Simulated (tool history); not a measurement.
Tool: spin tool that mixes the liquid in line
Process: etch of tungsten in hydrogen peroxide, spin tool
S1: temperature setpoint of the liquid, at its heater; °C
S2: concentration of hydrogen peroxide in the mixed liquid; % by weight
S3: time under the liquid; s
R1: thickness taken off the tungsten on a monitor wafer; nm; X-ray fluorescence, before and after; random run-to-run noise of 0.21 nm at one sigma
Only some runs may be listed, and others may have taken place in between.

run 1 hour=0.0 | S1=49.0 S2=16.5 S3=15 | R1=29.883
run 2 hour=8.8 | S1=48.5 S2=16.5 S3=15 | R1=29.326
run 3 hour=9.6 | S1=48.5 S2=16.5 S3=15 | R1=29.260
run 4 hour=14.1 | S1=51.0 S2=16.5 S3=15 | R1=33.729
run 5 hour=19.6 | S1=51.0 S2=17.5 S3=15 | R1=34.673
run 6 hour=20.7 | S1=51.0 S2=17.5 S3=15 | R1=34.886
run 7 hour=27.8 | S1=50.0 S2=17.5 S3=15 | R1=32.580

Predict the results of run 8:
run 8 hour=30.8 | S1=49.5 S2=17.5 S3=15 | R1=?

Logged for run 8: R1 31.378 nm.
